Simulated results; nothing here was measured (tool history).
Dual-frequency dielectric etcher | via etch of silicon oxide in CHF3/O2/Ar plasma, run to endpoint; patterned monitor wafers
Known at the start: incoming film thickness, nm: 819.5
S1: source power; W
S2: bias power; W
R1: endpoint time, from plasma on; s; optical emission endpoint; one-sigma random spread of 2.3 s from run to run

run  hour   S1   S2      R1
  1   0.0  670  202  382.76
  2   8.1  670  183  400.84
  3  16.1  630  179  410.12
  4  18.5  630  192  397.88
  5  24.0  520  192  423.55
  6  29.1  620  192  400.28
  7  34.3  580  187  412.37

Run 8 has not been measured yet. What should we expect?
  8  40.9  550  183   ?

R1: 424.83 s

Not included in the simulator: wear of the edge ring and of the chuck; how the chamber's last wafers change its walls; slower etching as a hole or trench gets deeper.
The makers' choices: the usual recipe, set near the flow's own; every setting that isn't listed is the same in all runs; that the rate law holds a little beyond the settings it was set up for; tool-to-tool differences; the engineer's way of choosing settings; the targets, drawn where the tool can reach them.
